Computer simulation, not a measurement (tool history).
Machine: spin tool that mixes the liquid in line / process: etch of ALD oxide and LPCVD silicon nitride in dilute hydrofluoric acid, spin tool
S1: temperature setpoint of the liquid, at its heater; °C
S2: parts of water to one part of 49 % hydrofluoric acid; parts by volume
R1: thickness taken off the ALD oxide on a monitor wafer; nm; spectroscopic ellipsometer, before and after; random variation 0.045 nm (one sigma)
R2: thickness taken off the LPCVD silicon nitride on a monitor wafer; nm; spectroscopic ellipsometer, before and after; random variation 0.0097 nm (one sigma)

Run 1, day 0: S1 22 °C, S2 60 parts by volume, time under the liquid (s) 90. Result: R1 14.568 nm, R2 0.63553 nm.
Run 2, day 0.225: S1 23 °C, S2 75 parts by volume, time under the liquid (s) 85. Result: R1 11.048 nm, R2 0.56029 nm.
Run 3, day 0.358: S1 23 °C, S2 75 parts by volume, time under the liquid (s) 125. Result: R1 16.163 nm, R2 0.80799 nm.
Run 4, day 0.404: S1 23 °C, S2 60 parts by volume, time under the liquid (s) 125. Result: R1 20.86 nm, R2 0.96855 nm.
Run 5, day 0.733: S1 23 °C, S2 50 parts by volume, time under the liquid (s) 125. Result: R1 24.956 nm, R2 1.2011 nm.
Run 6, day 1.092: S1 21.5 °C, S2 50 parts by volume, time under the liquid (s) 125. Result: R1 23.743 nm, R2 1.0564 nm.
Run 7, day 1.2: S1 25.5 °C, S2 75 parts by volume, time under the liquid (s) 80. Result: R1 11.832 nm, R2 0.61227 nm.
Run 8, day 1.504: S1 24 °C, S2 85 parts by volume, time under the liquid (s) 80. Result: R1 9.517 nm, R2 0.48515 nm.
Run 9, day 1.771: S1 23.5 °C, S2 95 parts by volume, time under the liquid (s) 75. Result: R1 7.6534 nm, R2 0.37723 nm.
Run 10, day 1.983: S1 24 °C, S2 100 parts by volume, time under the liquid (s) 65. Result: R1 6.3828 nm, R2 0.34691 nm.
Run 11, day 2.158: S1 24 °C, S2 100 parts by volume, time under the liquid (s) 65. Result: R1 6.4195 nm, R2 0.35046 nm.
Run 12, day 2.342: S1 23 °C, S2 110 parts by volume, time under the liquid (s) 65. Result: R1 5.5493 nm, R2 0.27888 nm.

The next listed run, before its measurement:
Run 13, day 2.571: S1 24 °C, S2 110 parts by volume, time under the liquid (s) 60. Result: R1 ?, R2 ?.

{"run 13": {"R1": 5.327, "R2": 0.2801}}
